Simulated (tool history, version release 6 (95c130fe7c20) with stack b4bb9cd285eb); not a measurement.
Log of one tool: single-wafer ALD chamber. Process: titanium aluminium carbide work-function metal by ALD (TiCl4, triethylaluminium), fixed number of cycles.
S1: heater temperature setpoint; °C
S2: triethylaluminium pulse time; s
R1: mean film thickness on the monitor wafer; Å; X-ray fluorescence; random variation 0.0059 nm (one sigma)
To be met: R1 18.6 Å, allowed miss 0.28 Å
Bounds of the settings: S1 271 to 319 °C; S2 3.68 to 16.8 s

{"run": 1, "day": 0.0, "S1": 295, "S2": 10.24, "R1": 20.3}
{"run": 2, "day": 0.125, "S1": 303, "S2": 10.24, "R1": 20.886}
{"run": 3, "day": 0.396, "S1": 303, "S2": 11.32, "R1": 21.122}
{"run": 4, "day": 0.492, "S1": 299, "S2": 10.83, "R1": 20.73}
{"run": 5, "day": 0.55, "S1": 299, "S2": 13.05, "R1": 21.065}
{"run": 6, "day": 0.846, "S1": 295, "S2": 12.53, "R1": 20.618}
{"run": 7, "day": 0.967, "S1": 292, "S2": 12.18, "R1": 20.285}
{"run": 8, "day": 1.221, "S1": 289, "S2": 11.92, "R1": 20.037}
{"run": 9, "day": 1.438, "S1": 286, "S2": 11.67, "R1": 19.788}

5 next moves are on the table. One of them brings every result within its allowed miss. Which?
{"run": "A", "day": 1.654, "S1": 304, "S2": 13.7, "R1": "?"}
{"run": "B", "day": 1.654, "S1": 309, "S2": 13.12, "R1": "?"}
{"run": "C", "day": 1.654, "S1": 271, "S2": 8.52, "R1": "?"}
{"run": "D", "day": 1.654, "S1": 309, "S2": 16.8, "R1": "?"}
{"run": "E", "day": 1.654, "S1": 278, "S2": 9.56, "R1": "?"}

move=A R1=21.415
move=B R1=21.78
move=C R1=17.787
move=D R1=21.933
move=E R1=18.714
A: further off than the last run
B: further off than the last run
C: takes the result that was furthest off past its target
D: further off than the last run
E: meets every target
Move E is the one to make.
